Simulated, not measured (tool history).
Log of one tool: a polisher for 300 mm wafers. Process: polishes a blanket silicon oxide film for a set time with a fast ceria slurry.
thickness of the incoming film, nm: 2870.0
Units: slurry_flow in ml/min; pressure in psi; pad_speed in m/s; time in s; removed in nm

run 1 hour=0 | slurry_flow=180 pressure=3.2 pad_speed=0.86 time=26 | removed=415.67
run 2 hour=5.9 | slurry_flow=180 pressure=3.2 pad_speed=0.86 time=26 | removed=413.19
run 3 hour=9 | slurry_flow=205 pressure=3.2 pad_speed=0.86 time=26 | removed=428.67
run 4 hour=13.4 | slurry_flow=170 pressure=3.2 pad_speed=0.86 time=26 | removed=409.79
-- hour=18.9 slurry nozzle cleaned
run 5 hour=18.9 | slurry_flow=170 pressure=3.2 pad_speed=0.86 time=23 | removed=396.64
run 6 hour=22.5 | slurry_flow=170 pressure=3.2 pad_speed=0.86 time=23 | removed=389.29
run 7 hour=29.1 | slurry_flow=175 pressure=3.5 pad_speed=0.86 time=23 | removed=442.67
run 8 hour=32.7 | slurry_flow=180 pressure=3.7 pad_speed=0.86 time=23 | removed=465.45
run 9 hour=40.1 | slurry_flow=185 pressure=3.9 pad_speed=0.86 time=23 | removed=501.32
run 10 hour=49 | slurry_flow=190 pressure=4.1 pad_speed=0.86 time=23 | removed=522.64
run 11 hour=53.4 | slurry_flow=190 pressure=4.3 pad_speed=0.88 time=23 | removed=544.86
run 12 hour=54.2 | slurry_flow=190 pressure=4.4 pad_speed=0.9 time=23 | removed=569.95
run 13 hour=55 | slurry_flow=195 pressure=4.5 pad_speed=0.92 time=23 | removed=589.77
run 14 hour=63.6 | slurry_flow=195 pressure=4.6 pad_speed=0.94 time=23 | removed=610.86
run 15 hour=68.2 | slurry_flow=195 pressure=4.7 pad_speed=0.96 time=23 | removed=635.35

The next listed run, before its measurement:
run 16 hour=71.5 | slurry_flow=195 pressure=4.8 pad_speed=0.98 time=23 | removed=?

Run 16 gave removed 650.41 nm.
